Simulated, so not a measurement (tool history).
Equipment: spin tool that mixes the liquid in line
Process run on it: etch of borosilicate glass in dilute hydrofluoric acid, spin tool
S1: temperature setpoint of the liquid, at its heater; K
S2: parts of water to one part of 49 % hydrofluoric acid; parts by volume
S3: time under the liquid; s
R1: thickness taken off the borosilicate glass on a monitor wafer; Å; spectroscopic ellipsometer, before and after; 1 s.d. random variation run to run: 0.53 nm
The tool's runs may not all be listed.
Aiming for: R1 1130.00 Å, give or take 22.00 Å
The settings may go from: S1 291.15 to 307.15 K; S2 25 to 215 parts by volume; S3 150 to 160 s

run  hour      S1   S2   S3       R1
  1   0.0  299.15  120  150   597.12
  2   1.0  300.65  120  150   627.80
  3   3.6  302.15  110  150   738.89
  4   7.8  303.15  105  150   809.36
  5  11.1  303.15  105  150   810.58
  6  17.3  303.15  135  150   606.16
  7  21.2  303.15  135  150   606.33
  8  26.9  304.15  125  150   688.70
  9  30.6  304.65  115  150   769.85
 10  38.8  304.65  115  150   773.56
 11  39.8  305.15  105  150   868.98
 12  43.8  305.65  100  150   933.85
 13  50.6  307.15   85  150  1194.40
 14  51.3  306.65   85  150  1160.90

Exactly one of the 4 candidate moves below puts every result within its allowed miss. Which one?
  A  52.0  307.15   90  160   ?
  B  52.0  300.65   75  150   ?
  C  52.0  307.15  100  160   ?
  D  52.0  305.65   85  150   ?

move       R1
   A  1189.10
   B  1066.10
   C  1054.80
   D  1124.50
A: moves away from the targets compared with the last run
B: carries the result that was furthest off beyond its target, to the other side
C: carries the result that was furthest off beyond its target, to the other side
D: every result lands within tolerance
Answer: D
